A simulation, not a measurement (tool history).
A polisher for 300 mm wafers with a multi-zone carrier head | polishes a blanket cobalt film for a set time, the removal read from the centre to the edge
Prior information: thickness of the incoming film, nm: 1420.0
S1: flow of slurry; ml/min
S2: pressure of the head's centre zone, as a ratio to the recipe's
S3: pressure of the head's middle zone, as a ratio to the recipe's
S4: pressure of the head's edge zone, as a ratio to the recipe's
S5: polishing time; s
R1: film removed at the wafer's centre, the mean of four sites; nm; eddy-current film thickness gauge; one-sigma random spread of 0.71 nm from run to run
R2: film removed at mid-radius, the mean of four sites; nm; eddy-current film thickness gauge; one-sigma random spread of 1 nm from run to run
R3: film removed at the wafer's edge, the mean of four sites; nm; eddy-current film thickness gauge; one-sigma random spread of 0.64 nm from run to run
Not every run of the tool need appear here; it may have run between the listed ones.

Run 1, hour 0: S1 240 ml/min, S2 1, S3 1, S4 1, S5 42 s. Result: R1 85.617 nm, R2 84.597 nm, R3 86.868 nm.
Run 2, hour 8.3: S1 240 ml/min, S2 1, S3 1.08, S4 1, S5 42 s. Result: R1 86.793 nm, R2 90.541 nm, R3 87.48 nm.
Run 3, hour 10: S1 240 ml/min, S2 0.95, S3 1.08, S4 1, S5 42 s. Result: R1 81.592 nm, R2 88.492 nm, R3 88.064 nm.
Run 4, hour 10.7: S1 240 ml/min, S2 0.95, S3 1.08, S4 1, S5 46 s. Result: R1 88.627 nm, R2 99.327 nm, R3 95.786 nm.
Run 5, hour 17.9: S1 240 ml/min, S2 1, S3 1.08, S4 1, S5 46 s. Result: R1 93.309 nm, R2 99.639 nm, R3 95.537 nm.
Run 6, hour 25.6: S1 240 ml/min, S2 1, S3 1.08, S4 1.08, S5 46 s. Result: R1 93.496 nm, R2 97.866 nm, R3 98.166 nm.
Run 7, hour 29.7: S1 240 ml/min, S2 1.01, S3 1.09, S4 1.05, S5 44 s. Result: R1 91.507 nm, R2 94.994 nm, R3 91.454 nm.
Run 8, hour 33.3: S1 240 ml/min, S2 1.01, S3 1.09, S4 1.05, S5 44 s. Result: R1 91.954 nm, R2 93.817 nm, R3 92.699 nm.

Run 9 comes next. What will it give?
Run 9, hour 42.1: S1 240 ml/min, S2 1.01, S3 1.1, S4 1.02, S5 42 s. Result: R1 ?, R2 ?, R3 ?.

{"run 9": {"R1": 87.125, "R2": 91.681, "R3": 87.948}}

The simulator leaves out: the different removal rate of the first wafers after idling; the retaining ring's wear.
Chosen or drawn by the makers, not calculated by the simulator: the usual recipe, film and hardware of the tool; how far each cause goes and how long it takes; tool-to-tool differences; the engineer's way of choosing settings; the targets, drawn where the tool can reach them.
